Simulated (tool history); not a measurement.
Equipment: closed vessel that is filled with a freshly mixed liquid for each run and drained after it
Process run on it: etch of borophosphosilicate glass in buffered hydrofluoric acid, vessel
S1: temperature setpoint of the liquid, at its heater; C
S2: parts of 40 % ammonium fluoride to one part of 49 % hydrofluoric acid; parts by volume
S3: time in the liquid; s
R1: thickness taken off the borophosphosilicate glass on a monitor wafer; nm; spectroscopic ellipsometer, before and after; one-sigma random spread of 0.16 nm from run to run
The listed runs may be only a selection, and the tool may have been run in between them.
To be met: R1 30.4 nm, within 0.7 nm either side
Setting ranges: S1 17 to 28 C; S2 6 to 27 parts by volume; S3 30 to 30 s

run 1 hour=0 | S1=20 S2=16.5 S3=30 | R1=17.787
run 2 hour=6.1 | S1=23 S2=16.5 S3=30 | R1=21.009
run 3 hour=8.6 | S1=23.5 S2=16.5 S3=30 | R1=21.552
run 4 hour=15.2 | S1=23.5 S2=16.5 S3=30 | R1=21.471
run 5 hour=19.3 | S1=23.5 S2=20.5 S3=30 | R1=17.953
run 6 hour=25 | S1=23.5 S2=17 S3=30 | R1=20.813
run 7 hour=29.8 | S1=24 S2=16.5 S3=30 | R1=21.935
run 8 hour=32.9 | S1=24.5 S2=16 S3=30 | R1=23.365
-- hour=39.9 hydrofluoric acid flow meter replaced
run 9 hour=39.9 | S1=28 S2=14.5 S3=30 | R1=33.916
run 10 hour=43.8 | S1=27 S2=14.5 S3=30 | R1=31.752

Exactly one of the 5 candidate moves below puts every result within its allowed miss. Which one?
run A hour=47.7 | S1=27.5 S2=15.5 S3=30 | R1=?
run B hour=47.7 | S1=27 S2=16 S3=30 | R1=?
run C hour=47.7 | S1=25.5 S2=12.5 S3=30 | R1=?
run D hour=47.7 | S1=28 S2=17 S3=30 | R1=?
run E hour=47.7 | S1=26 S2=15 S3=30 | R1=?

move=A R1=30.405
move=B R1=28.697
move=C R1=33.784
move=D R1=28.502
move=E R1=28.996
A: each result inside its tolerance
B: moves the result that the last run missed by most past its target, out the other side
C: the biggest miss grows against the last run
D: moves the result that the last run missed by most past its target, out the other side
E: moves the result that the last run missed by most past its target, out the other side
A is the move that brings every result within its allowed miss.
